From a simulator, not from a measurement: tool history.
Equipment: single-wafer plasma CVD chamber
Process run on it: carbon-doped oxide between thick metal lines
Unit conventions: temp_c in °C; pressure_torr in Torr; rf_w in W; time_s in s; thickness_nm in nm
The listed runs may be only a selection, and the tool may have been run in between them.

| run | day | temp_c | pressure_torr | rf_w | time_s | thickness_nm |
|---|---|---|---|---|---|---|
| 1 | 0.000 | 340 | 3.81 | 550 | 190 | 1120.5 |
| 2 | 0.317 | 337 | 4.10 | 570 | 190 | 1180.9 |
| 3 | 0.579 | 337 | 4.10 | 570 | 190 | 1173.4 |
| 4 | 0.688 | 334 | 4.37 | 580 | 190 | 1213.1 |
| 5 | 1.033 | 331 | 4.56 | 585 | 190 | 1247.6 |
| 6 | 1.267 | 328 | 4.65 | 585 | 190 | 1261.0 |
| 7 | 1.438 | 326 | 4.74 | 585 | 190 | 1279.9 |
| 8 | 1.771 | 324 | 4.78 | 585 | 190 | 1275.9 |
| 9 | 2.142 | 323 | 4.88 | 585 | 190 | 1292.5 |

Estimate the outcome of run 10 from the log above:
| 10 | 2.217 | 322 | 4.92 | 585 | 190 | ? |

thickness_nm: 1298.6 nm

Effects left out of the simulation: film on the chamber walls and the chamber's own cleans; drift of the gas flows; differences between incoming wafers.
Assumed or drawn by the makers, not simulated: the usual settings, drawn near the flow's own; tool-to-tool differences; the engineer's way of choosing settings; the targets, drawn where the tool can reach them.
